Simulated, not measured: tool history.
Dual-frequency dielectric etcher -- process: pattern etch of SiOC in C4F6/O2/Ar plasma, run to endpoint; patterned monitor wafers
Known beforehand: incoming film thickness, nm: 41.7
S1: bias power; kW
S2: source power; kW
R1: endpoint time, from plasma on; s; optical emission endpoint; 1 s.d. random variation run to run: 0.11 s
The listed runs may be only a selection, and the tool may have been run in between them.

run  hour     S1    S2      R1
  1     0   0.56  0.46  11.447
  2   3.7  0.516  0.42  12.693
  3  12.3  0.445  0.42  13.561
  4  19.1  0.445  0.37  14.412
  5  21.6  0.535  0.37  13.527
  6  23.7  0.588  0.37  12.924

Predict the results of run 7:
  7  29.5  0.545  0.35   ?

R1: 13.845 s
